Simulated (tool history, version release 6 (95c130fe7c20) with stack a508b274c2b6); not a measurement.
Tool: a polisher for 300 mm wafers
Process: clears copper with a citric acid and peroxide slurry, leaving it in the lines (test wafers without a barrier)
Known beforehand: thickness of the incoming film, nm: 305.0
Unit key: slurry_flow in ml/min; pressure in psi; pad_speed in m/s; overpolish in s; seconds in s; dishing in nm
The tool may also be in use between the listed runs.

Run 1, day 0.000: slurry_flow 260 ml/min, pressure 3.8 psi, pad_speed 1.24 m/s, slurry_solids 1.00, overpolish 15 s. Result: seconds 87.786 s, dishing 35.066 nm.
Run 2, day 0.375: slurry_flow 260 ml/min, pressure 3.8 psi, pad_speed 1.24 m/s, slurry_solids 1.10, overpolish 15 s. Result: seconds 87.648 s, dishing 36.326 nm.
Run 3, day 0.750: slurry_flow 260 ml/min, pressure 3.6 psi, pad_speed 1.24 m/s, slurry_solids 1.05, overpolish 13 s. Result: seconds 94.731 s, dishing 31.901 nm.
Run 4, day 1.012: slurry_flow 260 ml/min, pressure 3.8 psi, pad_speed 1.14 m/s, slurry_solids 0.95, overpolish 11 s. Result: seconds 98.467 s, dishing 24.992 nm.
Run 5, day 1.183: slurry_flow 260 ml/min, pressure 3.8 psi, pad_speed 0.86 m/s, slurry_solids 0.95, overpolish 11 s. Result: seconds 128.470 s, dishing 19.489 nm.
Run 6, day 1.504: slurry_flow 255 ml/min, pressure 3.9 psi, pad_speed 0.86 m/s, slurry_solids 0.90, overpolish 10 s. Result: seconds 124.190 s, dishing 18.415 nm.
Run 7, day 1.746: slurry_flow 255 ml/min, pressure 4.0 psi, pad_speed 0.86 m/s, slurry_solids 0.90, overpolish 9 s. Result: seconds 123.550 s, dishing 16.655 nm.
Run 8, day 1.858: slurry_flow 255 ml/min, pressure 4.1 psi, pad_speed 0.86 m/s, slurry_solids 0.90, overpolish 8 s. Result: seconds 119.950 s, dishing 15.176 nm.
Run 9, day 2.225: slurry_flow 255 ml/min, pressure 4.2 psi, pad_speed 0.86 m/s, slurry_solids 0.90, overpolish 8 s. Result: seconds 116.660 s, dishing 16.046 nm.
Run 10, day 2.492: slurry_flow 255 ml/min, pressure 4.2 psi, pad_speed 0.86 m/s, slurry_solids 0.90, overpolish 8 s. Result: seconds 118.880 s, dishing 14.964 nm.
Run 11, day 2.562: slurry_flow 260 ml/min, pressure 4.4 psi, pad_speed 0.86 m/s, slurry_solids 0.90, overpolish 6 s. Result: seconds 110.580 s, dishing 12.555 nm.
Run 12, day 2.817: slurry_flow 250 ml/min, pressure 4.3 psi, pad_speed 0.88 m/s, slurry_solids 0.90, overpolish 8 s. Result: seconds 112.710 s, dishing 16.367 nm.
Run 13, day 2.979: slurry_flow 250 ml/min, pressure 4.3 psi, pad_speed 0.88 m/s, slurry_solids 0.90, overpolish 8 s. Result: seconds 113.230 s, dishing 16.246 nm.
Run 14, day 3.208: slurry_flow 250 ml/min, pressure 4.3 psi, pad_speed 0.88 m/s, slurry_solids 0.90, overpolish 5 s. Result: seconds 111.420 s, dishing 10.293 nm.

What does the tool deliver on the next run?
Run 15, day 3.321: slurry_flow 265 ml/min, pressure 4.3 psi, pad_speed 0.88 m/s, slurry_solids 0.85, overpolish 5 s. Result: seconds ?, dishing ?.

Run 15 gave seconds 111.140 s, dishing 10.132 nm.
